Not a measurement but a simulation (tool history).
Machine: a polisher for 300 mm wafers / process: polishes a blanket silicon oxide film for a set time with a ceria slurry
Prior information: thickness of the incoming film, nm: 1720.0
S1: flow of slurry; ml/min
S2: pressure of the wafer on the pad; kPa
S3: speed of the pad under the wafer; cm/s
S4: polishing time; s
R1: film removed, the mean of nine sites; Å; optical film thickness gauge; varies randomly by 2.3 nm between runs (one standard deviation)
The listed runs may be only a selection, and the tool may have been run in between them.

run	hour	S1	S2	S3	S4	R1
1	0	295	22.8	142	24	1619.6
2	4.6	295	22.8	142	22	1479.5
3	5.4	295	26.9	142	22	1729.1
4	6.3	295	29.6	146	22	1934.4
5	14.3	295	33.8	146	22	2232.7
6	16	295	33.8	146	22	2234.9
7	18.7	295	34.5	150	22	2301.6
8	26.8	295	34.5	150	22	2364.1
9	29.5	295	35.2	154	22	2479
10	30.1	295	35.2	156	22	2507
11	35.9	295	35.2	156	22	2497.4
12	43.2	295	35.2	158	22	2541.3

Run 13 has not been measured yet. What should we expect?
13	51.5	295	35.2	160	22	?

{"run 13": {"R1": 2549.5}}
